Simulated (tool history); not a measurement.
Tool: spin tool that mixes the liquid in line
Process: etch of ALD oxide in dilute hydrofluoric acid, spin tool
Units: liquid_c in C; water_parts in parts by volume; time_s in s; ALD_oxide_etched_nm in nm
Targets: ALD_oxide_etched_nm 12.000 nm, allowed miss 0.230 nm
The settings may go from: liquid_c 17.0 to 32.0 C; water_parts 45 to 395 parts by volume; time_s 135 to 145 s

run 1 hour=0.0 | liquid_c=24.0 water_parts=220 time_s=135 | ALD_oxide_etched_nm=15.245
run 2 hour=7.6 | liquid_c=23.0 water_parts=220 time_s=135 | ALD_oxide_etched_nm=14.799
run 3 hour=9.2 | liquid_c=22.0 water_parts=220 time_s=135 | ALD_oxide_etched_nm=14.248
run 4 hour=10.8 | liquid_c=21.0 water_parts=220 time_s=135 | ALD_oxide_etched_nm=13.584
run 5 hour=14.3 | liquid_c=24.5 water_parts=220 time_s=135 | ALD_oxide_etched_nm=15.557
run 6 hour=15.1 | liquid_c=23.0 water_parts=220 time_s=135 | ALD_oxide_etched_nm=14.618
run 7 hour=23.9 | liquid_c=22.0 water_parts=220 time_s=135 | ALD_oxide_etched_nm=14.188
run 8 hour=24.9 | liquid_c=21.5 water_parts=220 time_s=135 | ALD_oxide_etched_nm=13.932
run 9 hour=29.9 | liquid_c=21.0 water_parts=220 time_s=135 | ALD_oxide_etched_nm=13.660
run 10 hour=33.3 | liquid_c=20.5 water_parts=220 time_s=135 | ALD_oxide_etched_nm=13.401
run 11 hour=34.3 | liquid_c=20.0 water_parts=220 time_s=135 | ALD_oxide_etched_nm=13.216
run 12 hour=41.5 | liquid_c=19.5 water_parts=220 time_s=135 | ALD_oxide_etched_nm=12.898
run 13 hour=42.4 | liquid_c=19.5 water_parts=220 time_s=135 | ALD_oxide_etched_nm=12.928

Which of these 5 next moves meets every target?
run A hour=43.3 | liquid_c=23.0 water_parts=240 time_s=135 | ALD_oxide_etched_nm=?
run B hour=43.3 | liquid_c=17.5 water_parts=205 time_s=145 | ALD_oxide_etched_nm=?
run C hour=43.3 | liquid_c=20.5 water_parts=240 time_s=135 | ALD_oxide_etched_nm=?
run D hour=43.3 | liquid_c=20.5 water_parts=220 time_s=140 | ALD_oxide_etched_nm=?
run E hour=43.3 | liquid_c=18.0 water_parts=220 time_s=140 | ALD_oxide_etched_nm=?

move=A ALD_oxide_etched_nm=13.209
move=B ALD_oxide_etched_nm=13.939
move=C ALD_oxide_etched_nm=12.043
move=D ALD_oxide_etched_nm=13.889
move=E ALD_oxide_etched_nm=12.615
A: further off than the last run
B: further off than the last run
C: meets every target
D: further off than the last run
E: nearer than the last run, and not there yet
Move C is the one to make.
